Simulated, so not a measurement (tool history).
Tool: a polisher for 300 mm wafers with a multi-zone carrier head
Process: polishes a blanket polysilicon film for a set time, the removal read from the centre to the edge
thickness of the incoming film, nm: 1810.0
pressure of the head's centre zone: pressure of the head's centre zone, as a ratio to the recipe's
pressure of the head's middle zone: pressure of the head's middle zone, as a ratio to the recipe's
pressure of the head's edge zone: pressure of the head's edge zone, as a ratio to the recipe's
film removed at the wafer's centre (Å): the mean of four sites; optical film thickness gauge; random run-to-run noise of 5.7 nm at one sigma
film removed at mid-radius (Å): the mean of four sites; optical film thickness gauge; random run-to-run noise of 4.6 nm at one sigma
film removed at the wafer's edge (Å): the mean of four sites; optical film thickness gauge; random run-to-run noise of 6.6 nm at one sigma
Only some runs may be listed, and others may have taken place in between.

run  hour  flow of slurry (ml/min)  pressure of the head's centre zone  pressure of the head's middle zone  pressure of the head's edge zone  polishing time (s)  film removed at the wafer's centre (Å)  film removed at mid-radius (Å)  film removed at the wafer's edge (Å)
  1   0.0                      255                                1.00                                1.00                              1.00                  79                                  3811.6                          3890.7                                3832.1
  2   7.9                      260                                1.02                                1.03                              1.03                  84                                  4189.4                          4254.2                                4126.7
  3   9.6                      260                                1.02                                1.03                              1.03                 102                                  5086.3                          5028.4                                5034.1
  4  18.6                      260                                1.10                                1.03                              1.03                 102                                  5543.0                          5155.4                                4892.4
  5  19.2                      260                                1.15                                1.03                              1.03                 102                                  5709.0                          5074.3                                4923.9
  6  21.9                      260                                1.15                                1.00                              1.03                 102                                  5739.8                          5082.1                                4917.0

Run 7 comes next. What will it give?
  7  22.5                      260                                1.15                                1.00                              1.03                 102                                       ?                               ?                                     ?

{"run 7": {"film removed at the wafer's centre (Å)": 5788.3, "film removed at mid-radius (Å)": 4987.7, "film removed at the wafer's edge (Å)": 4945.5}}
